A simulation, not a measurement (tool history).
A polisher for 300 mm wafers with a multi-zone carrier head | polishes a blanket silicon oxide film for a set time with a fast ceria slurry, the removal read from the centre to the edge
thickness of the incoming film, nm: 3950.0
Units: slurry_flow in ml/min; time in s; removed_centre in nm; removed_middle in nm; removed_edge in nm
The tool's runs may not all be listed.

run,day,slurry_flow,centre_zone,middle_zone,edge_zone,time,removed_centre,removed_middle,removed_edge
1,0.000,265,1.00,1.00,1.00,61,1234.9,1166.1,1210.5
2,0.242,310,1.00,1.00,1.00,61,1246.0,1194.7,1213.9
3,0.392,310,1.00,1.00,0.92,61,1253.3,1180.5,1156.8
4,0.496,340,1.00,1.00,0.92,61,1261.0,1201.3,1183.9
5,0.738,345,1.01,0.99,0.95,62,1295.3,1217.0,1230.7
6,0.825,345,1.05,0.99,0.95,62,1337.2,1215.7,1226.2
7,1.158,345,1.06,0.98,0.97,63,1382.8,1226.7,1246.9
8,1.254,345,1.06,0.97,0.99,64,1395.2,1233.4,1296.7
9,1.521,345,1.07,0.96,1.01,65,1424.6,1231.0,1287.1

Run 10 comes next. What will it give?
10,1.662,340,1.06,0.95,1.03,67,?,?,?

Run 10 gave removed_centre 1477.2 nm, removed_middle 1266.6 nm, removed_edge 1339.7 nm.
